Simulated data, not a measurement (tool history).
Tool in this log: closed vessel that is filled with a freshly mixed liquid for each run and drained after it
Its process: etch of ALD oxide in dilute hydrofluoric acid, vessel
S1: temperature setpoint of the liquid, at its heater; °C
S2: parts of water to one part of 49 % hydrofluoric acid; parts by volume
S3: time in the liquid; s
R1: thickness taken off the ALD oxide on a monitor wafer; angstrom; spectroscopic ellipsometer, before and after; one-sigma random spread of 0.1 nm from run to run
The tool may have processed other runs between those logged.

Run 1, day 0.000: S1 23.0 °C, S2 90 parts by volume, S3 30 s. Result: R1 102.02 angstrom.
Run 2, day 0.271: S1 25.5 °C, S2 70 parts by volume, S3 30 s. Result: R1 149.62 angstrom.
Run 3, day 0.604: S1 25.5 °C, S2 70 parts by volume, S3 30 s. Result: R1 149.41 angstrom.
Run 4, day 0.950: S1 27.0 °C, S2 60 parts by volume, S3 30 s. Result: R1 188.22 angstrom.
Run 5, day 1.250: S1 24.0 °C, S2 60 parts by volume, S3 30 s. Result: R1 166.11 angstrom.
Run 6, day 1.388: S1 24.0 °C, S2 60 parts by volume, S3 30 s. Result: R1 166.26 angstrom.

Forecast run 7:
Run 7, day 1.417: S1 26.0 °C, S2 55 parts by volume, S3 30 s. Result: R1 ?.

{"run 7": {"R1": 197.76}}
